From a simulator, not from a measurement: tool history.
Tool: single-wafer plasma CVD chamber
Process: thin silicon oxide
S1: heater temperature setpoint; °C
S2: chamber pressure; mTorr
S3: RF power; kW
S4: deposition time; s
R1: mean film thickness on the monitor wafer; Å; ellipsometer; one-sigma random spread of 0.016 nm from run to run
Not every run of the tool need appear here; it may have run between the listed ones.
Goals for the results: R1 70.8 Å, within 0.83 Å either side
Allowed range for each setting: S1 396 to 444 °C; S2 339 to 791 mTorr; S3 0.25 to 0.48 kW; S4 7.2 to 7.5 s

run    day   S1   S2     S3   S4      R1
  1      0  420  565  0.365  7.5  91.138
  2  0.229  420  543  0.365  7.5  87.426
  3  0.417  420  543  0.335  7.5  84.344
  4  0.496  420  629  0.335  7.5  97.065
  5  0.779  420  629   0.38  7.5  102.59
  6  1.033  420  629  0.345  7.5  98.198
  7  1.354  420  594  0.345  7.5  93.131
  8  1.462  420  565  0.345  7.5  88.704
  9    1.5  420  541  0.345  7.5  85.436
 10  1.767  420  521  0.345  7.5   82.38
 11  1.858  420  505  0.345  7.5  79.788
 12  2.212  420  493  0.345  7.5  78.003
 13  2.312  420  483  0.345  7.5  76.316

Consider the 5 candidate settings below. Which is the only one whose results all fall within their allowed miss of target?
  A  2.412  429  513  0.375  7.5   ?
  B  2.412  414  538   0.34  7.5   ?
  C  2.412  404  537  0.255  7.2   ?
  D  2.412  428  467  0.325  7.2   ?
  E  2.412  419  453   0.35  7.5   ?

move      R1
   A  83.341
   B  84.483
   C  71.018
   D  68.877
   E  72.354
A: lands further from the targets than the last run did
B: lands further from the targets than the last run did
C: every result lands within tolerance
D: takes the biggest miss from the last run beyond its target
E: nearer than the last run, and not there yet
The move that meets every target is C.
